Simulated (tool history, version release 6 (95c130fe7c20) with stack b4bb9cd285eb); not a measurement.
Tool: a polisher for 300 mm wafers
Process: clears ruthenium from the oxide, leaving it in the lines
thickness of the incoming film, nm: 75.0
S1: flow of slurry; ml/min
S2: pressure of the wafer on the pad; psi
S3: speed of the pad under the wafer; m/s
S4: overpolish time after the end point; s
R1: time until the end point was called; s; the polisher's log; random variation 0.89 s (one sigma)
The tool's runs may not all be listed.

| run | hour | S1 | S2 | S3 | S4 | R1 |
|---|---|---|---|---|---|---|
| 1 | 0.0 | 305 | 2.0 | 0.88 | 4 | 82.372 |
| 2 | 6.2 | 305 | 2.2 | 0.88 | 4 | 76.809 |
| 3 | 8.2 | 305 | 2.2 | 0.88 | 4 | 77.407 |
| 4 | 10.1 | 305 | 2.3 | 0.88 | 4 | 74.640 |
| 5 | 12.4 | 305 | 1.8 | 0.88 | 4 | 89.421 |
| 6 | 20.3 | 305 | 2.0 | 0.88 | 4 | 82.912 |
| 7 | 24.2 | 305 | 2.1 | 0.88 | 4 | 80.334 |

The next listed run, before its measurement:
| 8 | 30.5 | 305 | 2.2 | 0.88 | 4 | ? |

R1: 77.382 s
